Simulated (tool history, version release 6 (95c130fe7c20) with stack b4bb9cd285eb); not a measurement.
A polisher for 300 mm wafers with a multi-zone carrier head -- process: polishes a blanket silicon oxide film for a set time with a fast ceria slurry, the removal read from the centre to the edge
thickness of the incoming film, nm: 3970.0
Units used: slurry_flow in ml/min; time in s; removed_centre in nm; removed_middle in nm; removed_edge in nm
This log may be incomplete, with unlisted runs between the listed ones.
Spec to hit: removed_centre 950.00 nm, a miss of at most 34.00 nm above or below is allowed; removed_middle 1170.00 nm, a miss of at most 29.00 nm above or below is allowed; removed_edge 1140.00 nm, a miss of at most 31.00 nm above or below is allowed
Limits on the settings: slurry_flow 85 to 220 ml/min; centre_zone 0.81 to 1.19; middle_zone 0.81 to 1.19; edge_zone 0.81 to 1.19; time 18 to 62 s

run	hour	slurry_flow	centre_zone	middle_zone	edge_zone	time	removed_centre	removed_middle	removed_edge
1	0.0	140	1.00	1.00	1.00	40	722.97	735.04	751.27
2	3.7	140	1.04	1.00	1.00	40	763.96	742.98	742.06
3	10.0	140	1.04	0.92	1.00	40	751.94	689.21	744.58
4	11.8	145	1.02	0.95	1.02	42	788.28	756.18	813.48
5	12.5	115	1.02	0.95	1.02	42	741.47	706.29	769.65
6	19.3	135	1.02	0.95	1.02	42	789.21	727.41	794.11
7	20.5	145	0.99	0.99	1.03	43	786.47	792.91	829.29
8	25.8	155	0.97	1.01	1.05	44	795.10	839.43	867.10
9	29.6	160	0.96	1.03	1.07	45	815.76	889.71	904.90
10	30.9	165	0.95	1.04	1.09	46	833.11	908.37	923.47
11	38.0	170	0.94	1.05	1.10	47	826.60	942.27	949.80
12	43.8	175	0.94	1.06	1.11	48	867.21	964.29	987.44
13	47.5	180	0.93	1.07	1.12	49	882.41	1000.80	1010.80

Next run, 4 choices. One meets every target within its allowed miss, the rest don't. Which?
A	51.2	200	0.87	1.10	1.10	55	?	?	?
B	51.2	155	0.93	1.17	1.08	55	?	?	?
C	51.2	190	0.99	1.12	1.14	54	?	?	?
D	51.2	180	0.95	1.10	1.10	56	?	?	?

move	removed_centre	removed_middle	removed_edge
A	942.78	1163.50	1131.90
B	960.11	1171.20	1084.60
C	1045.30	1149.50	1124.80
D	1029.50	1164.40	1138.20
A: all results in spec
B: brings the result that was furthest off to its target, and leaves another outside
C: brings the result that was furthest off to its target, and leaves another outside
D: brings the result that was furthest off to its target, and leaves another outside
The right move is A.
